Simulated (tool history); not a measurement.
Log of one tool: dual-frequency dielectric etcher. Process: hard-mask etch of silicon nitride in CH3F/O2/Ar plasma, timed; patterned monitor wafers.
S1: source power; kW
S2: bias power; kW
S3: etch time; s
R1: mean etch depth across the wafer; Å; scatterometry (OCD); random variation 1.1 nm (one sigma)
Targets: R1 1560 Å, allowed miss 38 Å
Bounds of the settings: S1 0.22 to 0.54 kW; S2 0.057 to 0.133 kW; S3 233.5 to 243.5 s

run 1 day=0 | S1=0.38 S2=0.095 S3=233.5 | R1=1989.6
run 2 day=0.267 | S1=0.38 S2=0.095 S3=233.5 | R1=2003.9
run 3 day=0.642 | S1=0.34 S2=0.087 S3=233.5 | R1=1774
run 4 day=0.742 | S1=0.36 S2=0.087 S3=233.5 | R1=1835.4
run 5 day=0.954 | S1=0.33 S2=0.086 S3=233.5 | R1=1755.3
run 6 day=0.996 | S1=0.33 S2=0.086 S3=243.5 | R1=1808.8
run 7 day=1.058 | S1=0.31 S2=0.085 S3=243.5 | R1=1721
run 8 day=1.367 | S1=0.24 S2=0.082 S3=243 | R1=1367.2
run 9 day=1.725 | S1=0.3 S2=0.083 S3=243 | R1=1662.5
run 10 day=2.079 | S1=0.3 S2=0.083 S3=243 | R1=1649.6
run 11 day=2.142 | S1=0.25 S2=0.079 S3=242.5 | R1=1372.7
run 12 day=2.212 | S1=0.26 S2=0.079 S3=242.5 | R1=1434.7
run 13 day=2.404 | S1=0.27 S2=0.079 S3=242.5 | R1=1498.2
run 14 day=2.712 | S1=0.28 S2=0.079 S3=242.5 | R1=1509.3
run 15 day=2.879 | S1=0.31 S2=0.081 S3=243 | R1=1672.2
run 16 day=2.95 | S1=0.3 S2=0.081 S3=243 | R1=1617.3

Which of these 4 next moves meets every target?
run A day=3.021 | S1=0.3 S2=0.076 S3=240.5 | R1=?
run B day=3.021 | S1=0.28 S2=0.083 S3=233.5 | R1=?
run C day=3.021 | S1=0.33 S2=0.076 S3=242 | R1=?
run D day=3.021 | S1=0.23 S2=0.102 S3=242 | R1=?

move=A R1=1550.3
move=B R1=1511.7
move=C R1=1666.5
move=D R1=1478.7
A: meets every target
B: takes the result that was furthest off past its target
C: further off than the last run
D: takes the result that was furthest off past its target
Move A is the one to make.
